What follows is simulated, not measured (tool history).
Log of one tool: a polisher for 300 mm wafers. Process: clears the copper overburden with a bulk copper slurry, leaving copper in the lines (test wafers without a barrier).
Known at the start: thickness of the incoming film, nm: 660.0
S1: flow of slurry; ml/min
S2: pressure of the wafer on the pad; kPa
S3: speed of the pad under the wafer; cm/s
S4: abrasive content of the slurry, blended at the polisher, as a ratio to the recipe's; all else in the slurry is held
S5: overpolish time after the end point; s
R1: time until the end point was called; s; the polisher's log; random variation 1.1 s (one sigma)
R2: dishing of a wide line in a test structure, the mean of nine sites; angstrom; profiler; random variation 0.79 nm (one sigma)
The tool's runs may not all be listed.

Run 1, hour 0: S1 150 ml/min, S2 11.7 kPa, S3 124 cm/s, S4 1, S5 15 s. Result: R1 110.52 s, R2 307.45 angstrom.
Run 2, hour 2: S1 150 ml/min, S2 12.4 kPa, S3 124 cm/s, S4 1, S5 15 s. Result: R1 106.69 s, R2 301.09 angstrom.
Run 3, hour 9.2: S1 150 ml/min, S2 13.1 kPa, S3 126 cm/s, S4 1, S5 16 s. Result: R1 98.965 s, R2 308.05 angstrom.
Run 4, hour 10.2: S1 150 ml/min, S2 13.1 kPa, S3 110 cm/s, S4 1, S5 16 s. Result: R1 112.91 s, R2 312.93 angstrom.
Run 5, hour 14.1: S1 150 ml/min, S2 13.1 kPa, S3 110 cm/s, S4 1, S5 11 s. Result: R1 111.55 s, R2 281.85 angstrom.
Run 6, hour 21: S1 125 ml/min, S2 13.1 kPa, S3 110 cm/s, S4 1, S5 11 s. Result: R1 119.27 s, R2 259.24 angstrom.

The next listed run, before its measurement:
Run 7, hour 25.8: S1 145 ml/min, S2 13.8 kPa, S3 110 cm/s, S4 1, S5 12 s. Result: R1 ?, R2 ?.

Run 7 gave R1 109.23 s, R2 271.21 angstrom.
